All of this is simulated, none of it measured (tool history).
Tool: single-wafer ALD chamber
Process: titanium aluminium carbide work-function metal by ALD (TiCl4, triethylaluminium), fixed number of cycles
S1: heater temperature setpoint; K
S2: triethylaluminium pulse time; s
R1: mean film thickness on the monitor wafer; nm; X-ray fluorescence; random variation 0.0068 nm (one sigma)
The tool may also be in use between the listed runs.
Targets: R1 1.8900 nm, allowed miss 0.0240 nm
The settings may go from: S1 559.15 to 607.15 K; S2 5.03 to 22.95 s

run,hour,S1,S2,R1
1,0.0,583.15,13.99,2.0458
2,2.4,587.15,13.99,2.0816
3,5.9,587.15,11.37,2.0761
4,6.9,585.15,11.27,2.0446
5,13.4,585.15,14.77,2.0648
6,15.6,585.15,16.85,2.0768
7,17.4,583.15,16.68,2.0544
8,24.1,583.15,16.68,2.0523
9,26.6,581.15,16.57,2.0425
10,29.3,579.15,16.40,2.0223
11,31.7,577.15,16.27,1.9902
12,39.2,577.15,16.27,2.0036
13,46.5,575.15,16.16,1.9595
14,53.4,574.15,16.11,1.9826
15,59.0,573.15,16.03,1.9504
16,66.9,572.15,15.98,1.9460
17,71.0,571.15,15.93,1.9323
18,78.6,571.15,15.89,1.9335
19,86.2,570.15,15.85,1.9400
20,89.6,569.15,15.81,1.9170
21,93.1,569.15,15.79,1.9141
22,94.5,569.15,15.77,1.9183

Which of these 5 next moves meets every target?
A,95.9,559.15,13.23,?
B,95.9,561.15,16.06,?
C,95.9,571.15,16.66,?
D,95.9,564.15,11.47,?
E,95.9,569.15,10.73,?

move,R1
A,1.8053
B,1.8348
C,1.9326
D,1.8402
E,1.8799
A: takes the result that was furthest off past its target
B: takes the result that was furthest off past its target
C: further off than the last run
D: takes the result that was furthest off past its target
E: meets every target
Move E is the one to make.
